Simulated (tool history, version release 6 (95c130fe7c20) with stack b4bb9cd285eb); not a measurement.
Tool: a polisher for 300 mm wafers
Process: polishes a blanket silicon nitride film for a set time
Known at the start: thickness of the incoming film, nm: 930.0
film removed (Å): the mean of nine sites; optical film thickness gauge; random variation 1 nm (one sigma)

run	hour	flow of slurry (ml/min)	pressure of the wafer on the pad (kPa)	speed of the pad under the wafer (cm/s)	polishing time (s)	film removed (Å)
1	0.0	130	33.8	130	51	1424.8
2	1.4	130	31.7	130	51	1380.1
3	2.0	130	29.6	130	51	1309.6
4	5.2	130	24.8	130	51	1196.9
5	10.7	130	23.4	128	51	1119.0
6	14.3	130	23.4	152	51	1293.5

The next listed run, before its measurement:
7	20.0	130	22.1	148	51	?

film removed (Å): 1221.4
